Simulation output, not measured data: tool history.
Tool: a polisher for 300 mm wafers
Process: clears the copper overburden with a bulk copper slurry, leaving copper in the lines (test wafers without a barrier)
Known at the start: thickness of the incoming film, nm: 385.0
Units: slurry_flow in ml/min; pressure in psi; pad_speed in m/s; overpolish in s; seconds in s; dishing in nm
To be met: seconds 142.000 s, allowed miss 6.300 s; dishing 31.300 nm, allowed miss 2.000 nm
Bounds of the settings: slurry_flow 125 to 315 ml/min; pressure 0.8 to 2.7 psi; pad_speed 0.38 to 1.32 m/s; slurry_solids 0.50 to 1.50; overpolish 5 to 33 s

run  hour  slurry_flow  pressure  pad_speed  slurry_solids  overpolish  seconds  dishing
  1   0.0          205       1.7       0.84           1.00          17   77.723   46.965
  2   8.3          170       1.7       0.84           1.00          17   79.123   47.147
  3  13.3          170       1.5       0.82           1.00          17   90.863   41.883
  4  15.5          170       1.5       0.64           1.00          17  104.330   37.572
  5  22.1          170       1.7       0.64           1.00          17   96.462   42.026
  6  25.6          170       2.0       0.64           1.00          17   80.280   47.498
  7  27.7          170       1.8       0.64           1.00          17   90.679   42.427
  8  30.9          170       1.6       0.64           1.00          17   97.665   38.688
  9  36.2          170       1.6       0.64           1.00          17   96.762   38.948
 10  41.6          165       1.4       0.64           1.00          18  107.250   38.036
 11  42.2          165       1.3       0.64           1.00          18  112.830   35.409
 12  50.5          165       0.9       0.62           1.00          21  148.820   32.280
 13  58.1          165       0.9       0.62           1.00          20  149.180   30.472

Which of these 5 next moves meets every target?
  A  65.7          210       0.8       0.52           1.20          20        ?        ?
  B  65.7          125       1.2       0.54           0.95          19        ?        ?
  C  65.7          160       0.8       0.62           1.00          22        ?        ?
  D  65.7          185       1.0       0.56           1.05          16        ?        ?
  E  65.7          130       1.4       0.54           0.90          13        ?        ?

move  seconds  dishing
   A  164.530   28.675
   B  143.940   31.489
   C  164.280   30.829
   D  144.550   27.086
   E  129.130   25.618
A: further off than the last run
B: meets every target
C: further off than the last run
D: brings the result that was furthest off to its target, and leaves another outside
E: takes the result that was furthest off past its target
Move B is the one to make.

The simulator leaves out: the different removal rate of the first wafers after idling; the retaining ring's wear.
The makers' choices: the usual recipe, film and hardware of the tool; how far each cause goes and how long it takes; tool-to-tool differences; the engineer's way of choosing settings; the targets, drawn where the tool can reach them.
